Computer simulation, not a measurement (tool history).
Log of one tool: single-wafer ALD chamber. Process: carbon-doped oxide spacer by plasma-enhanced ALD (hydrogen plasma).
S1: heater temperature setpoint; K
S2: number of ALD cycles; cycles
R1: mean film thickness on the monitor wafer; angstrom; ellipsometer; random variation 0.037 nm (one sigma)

run  hour      S1   S2      R1
  1   0.0  688.15  332  170.43
  2   4.0  693.15  312  157.49
  3   7.9  686.15  312  160.90
  4  14.0  691.15  297  151.03
  5  16.3  695.15  286  144.60
  6  24.0  686.15  286  147.80
  7  32.2  691.15  277  140.86
  8  39.9  695.15  271  137.22

Forecast run 9:
  9  46.3  698.15  266   ?

R1: 133.62 angstrom

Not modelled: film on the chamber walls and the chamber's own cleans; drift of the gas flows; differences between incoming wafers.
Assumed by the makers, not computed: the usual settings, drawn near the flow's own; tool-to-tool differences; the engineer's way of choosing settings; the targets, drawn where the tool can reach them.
